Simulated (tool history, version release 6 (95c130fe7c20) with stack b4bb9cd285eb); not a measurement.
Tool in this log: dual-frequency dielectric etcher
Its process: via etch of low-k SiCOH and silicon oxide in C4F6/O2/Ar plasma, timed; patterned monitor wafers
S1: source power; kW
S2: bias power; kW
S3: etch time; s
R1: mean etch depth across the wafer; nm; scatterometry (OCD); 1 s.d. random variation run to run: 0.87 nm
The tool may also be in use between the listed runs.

run,hour,S1,S2,S3,R1
1,0,0.46,0.191,65,169.9
2,8.3,0.46,0.176,65,165.24
3,15.7,0.42,0.176,65,159.54
4,24.5,0.42,0.194,65,164.79
5,31.4,0.39,0.194,65,159.51
6,40,0.44,0.196,65,169.07
7,43.4,0.47,0.197,65,174.37

Run 8 comes next. What will it give?
8,50.2,0.49,0.198,65,?

Run 8 came out at R1 175.93 nm.
